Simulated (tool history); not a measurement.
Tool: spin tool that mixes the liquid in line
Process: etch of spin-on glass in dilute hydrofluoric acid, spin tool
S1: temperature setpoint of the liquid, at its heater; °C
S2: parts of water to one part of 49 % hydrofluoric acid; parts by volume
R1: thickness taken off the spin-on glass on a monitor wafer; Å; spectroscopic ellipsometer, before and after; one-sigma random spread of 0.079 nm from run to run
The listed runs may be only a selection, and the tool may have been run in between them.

{"run": 1, "hour": 0.0, "S1": 25, "S2": 155, "time under the liquid (s)": 75, "R1": 172.36}
{"run": 2, "hour": 6.0, "S1": 25, "S2": 135, "time under the liquid (s)": 75, "R1": 200.44}
{"run": 3, "hour": 11.9, "S1": 23, "S2": 160, "time under the liquid (s)": 75, "R1": 153.61}
{"run": 4, "hour": 16.5, "S1": 23, "S2": 160, "time under the liquid (s)": 80, "R1": 161.06}
{"run": 5, "hour": 20.3, "S1": 23, "S2": 190, "time under the liquid (s)": 80, "R1": 134.41}
{"run": 6, "hour": 23.0, "S1": 25, "S2": 190, "time under the liquid (s)": 80, "R1": 144.39}
{"run": 7, "hour": 31.9, "S1": 23, "S2": 200, "time under the liquid (s)": 80, "R1": 123.95}
{"run": 8, "hour": 38.5, "S1": 21.5, "S2": 205, "time under the liquid (s)": 80, "R1": 114.66}
{"run": 9, "hour": 42.9, "S1": 20.5, "S2": 210, "time under the liquid (s)": 80, "R1": 106.48}
{"run": 10, "hour": 48.6, "S1": 19.5, "S2": 215, "time under the liquid (s)": 80, "R1": 98.865}

What does the tool deliver on the next run?
{"run": 11, "hour": 52.2, "S1": 19, "S2": 220, "time under the liquid (s)": 80, "R1": "?"}

Run 11 came out at R1 96.733 Å.

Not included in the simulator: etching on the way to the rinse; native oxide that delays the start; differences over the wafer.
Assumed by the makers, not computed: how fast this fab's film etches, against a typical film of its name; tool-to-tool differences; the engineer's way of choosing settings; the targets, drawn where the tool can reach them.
